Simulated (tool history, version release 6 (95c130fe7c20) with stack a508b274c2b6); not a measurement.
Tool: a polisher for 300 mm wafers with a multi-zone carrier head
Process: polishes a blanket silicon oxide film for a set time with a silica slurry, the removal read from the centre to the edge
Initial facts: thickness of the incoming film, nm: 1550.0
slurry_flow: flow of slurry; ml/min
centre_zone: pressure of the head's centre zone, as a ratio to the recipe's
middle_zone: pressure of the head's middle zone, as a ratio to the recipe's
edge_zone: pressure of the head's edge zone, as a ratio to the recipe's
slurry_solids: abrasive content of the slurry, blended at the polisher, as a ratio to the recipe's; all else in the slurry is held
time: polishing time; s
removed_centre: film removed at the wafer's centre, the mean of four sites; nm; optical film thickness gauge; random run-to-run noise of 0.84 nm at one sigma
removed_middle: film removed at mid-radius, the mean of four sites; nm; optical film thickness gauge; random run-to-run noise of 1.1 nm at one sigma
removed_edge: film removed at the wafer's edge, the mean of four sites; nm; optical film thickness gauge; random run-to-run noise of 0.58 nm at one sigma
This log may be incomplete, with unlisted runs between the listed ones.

run,day,slurry_flow,centre_zone,middle_zone,edge_zone,slurry_solids,time,removed_centre,removed_middle,removed_edge
1,0,270,1,1,1,1,36,103.98,105.74,102.48
2,0.371,265,0.97,1.01,0.97,0.95,36,97.737,102.41,97.738
3,0.425,265,0.97,0.96,0.97,0.95,36,98,97.181,98.579
4,0.65,260,0.95,0.98,0.95,0.95,36,95.797,99.496,96.783
5,0.833,260,1.03,0.98,0.95,0.95,36,104.64,98.806,97.605
6,0.95,255,1,0.99,0.93,0.95,36,99.073,99.227,95.556
7,1.117,250,0.98,1,0.91,0.95,36,99.145,100.41,94.874

Predict the results of run 8:
8,1.183,245,0.95,1.01,0.9,0.95,36,?,?,?

Run 8 produced removed_centre 93.455 nm, removed_middle 101.37 nm, removed_edge 93.413 nm.
